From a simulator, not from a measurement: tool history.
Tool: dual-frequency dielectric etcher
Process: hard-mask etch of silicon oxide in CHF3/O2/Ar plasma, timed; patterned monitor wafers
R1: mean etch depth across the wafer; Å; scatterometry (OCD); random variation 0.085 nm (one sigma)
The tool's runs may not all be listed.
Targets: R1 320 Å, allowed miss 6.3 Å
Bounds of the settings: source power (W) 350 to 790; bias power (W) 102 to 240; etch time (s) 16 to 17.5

{"run": 1, "hour": 0.0, "source power (W)": 570, "bias power (W)": 171, "etch time (s)": 17.5, "R1": 348}
{"run": 2, "hour": 8.7, "source power (W)": 570, "bias power (W)": 196, "etch time (s)": 17.5, "R1": 367.96}
{"run": 3, "hour": 13.4, "source power (W)": 570, "bias power (W)": 217, "etch time (s)": 17.5, "R1": 384.24}
{"run": 4, "hour": 15.0, "source power (W)": 520, "bias power (W)": 211, "etch time (s)": 17.5, "R1": 360.86}
{"run": 5, "hour": 19.1, "source power (W)": 490, "bias power (W)": 210, "etch time (s)": 17.5, "R1": 349.75}
{"run": 6, "hour": 19.6, "source power (W)": 470, "bias power (W)": 209, "etch time (s)": 17.5, "R1": 340.46}
{"run": 7, "hour": 28.3, "source power (W)": 460, "bias power (W)": 208, "etch time (s)": 17.5, "R1": 335.71}
{"run": 8, "hour": 28.9, "source power (W)": 460, "bias power (W)": 208, "etch time (s)": 17.5, "R1": 336.97}
{"run": 9, "hour": 29.8, "source power (W)": 450, "bias power (W)": 208, "etch time (s)": 17.5, "R1": 331.42}
{"run": 10, "hour": 32.1, "source power (W)": 440, "bias power (W)": 208, "etch time (s)": 17.5, "R1": 327.09}

Which of these 4 next moves meets every target?
{"run": "A", "hour": 34.4, "source power (W)": 450, "bias power (W)": 236, "etch time (s)": 16, "R1": "?"}
{"run": "B", "hour": 34.4, "source power (W)": 470, "bias power (W)": 213, "etch time (s)": 17, "R1": "?"}
{"run": "C", "hour": 34.4, "source power (W)": 510, "bias power (W)": 211, "etch time (s)": 16.5, "R1": "?"}
{"run": "D", "hour": 34.4, "source power (W)": 490, "bias power (W)": 200, "etch time (s)": 17.5, "R1": "?"}

move=A R1=320.92
move=B R1=333.94
move=C R1=337.66
move=D R1=342.17
A: meets every target
B: further off than the last run
C: further off than the last run
D: further off than the last run
Move A is the one to make.
